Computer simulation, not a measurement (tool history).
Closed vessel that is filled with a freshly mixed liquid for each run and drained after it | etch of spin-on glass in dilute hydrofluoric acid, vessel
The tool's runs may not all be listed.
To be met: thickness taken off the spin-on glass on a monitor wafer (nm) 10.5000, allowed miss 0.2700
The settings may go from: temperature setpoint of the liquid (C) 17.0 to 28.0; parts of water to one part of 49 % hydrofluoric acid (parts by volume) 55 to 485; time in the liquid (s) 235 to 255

run  hour  temperature setpoint of the liquid (C)  parts of water to one part of 49 % hydrofluoric acid (parts by volume)  time in the liquid (s)  thickness taken off the spin-on glass on a monitor wafer (nm)
  1   0.0                                    20.0                                                                     270                     235                                                        19.6480
  2   4.2                                    19.0                                                                     300                     235                                                        16.5960
  3   5.7                                    18.5                                                                     325                     235                                                        14.7860
  4   9.6                                    18.0                                                                     345                     235                                                        13.5300
  5  11.1                                    18.0                                                                     345                     235                                                        13.3980
  6  14.9                                    17.0                                                                     345                     235                                                        13.0270
  7  22.1                                    17.0                                                                     360                     235                                                        12.3140
  8  31.2                                    17.0                                                                     370                     235                                                        11.8220
  9  37.7                                    17.0                                                                     380                     235                                                        11.3800
 10  46.3                                    17.0                                                                     385                     235                                                        11.2780
 11  52.1                                    17.0                                                                     390                     235                                                        11.0850
 12  57.0                                    17.0                                                                     395                     235                                                        10.8840

4 next moves are on the table. One of them brings every result within its allowed miss. Which?
  A  61.9                                    17.0                                                                     450                     255                                                              ?
  B  61.9                                    17.0                                                                     405                     250                                                              ?
  C  61.9                                    17.0                                                                     460                     255                                                              ?
  D  61.9                                    17.0                                                                     415                     240                                                              ?

move  thickness taken off the spin-on glass on a monitor wafer (nm)
   A                                                         9.9547
   B                                                        11.2220
   C                                                         9.6657
   D                                                        10.4330
A: takes the result that was furthest off past its target
B: further off than the last run
C: takes the result that was furthest off past its target
D: meets every target
The right move is D.
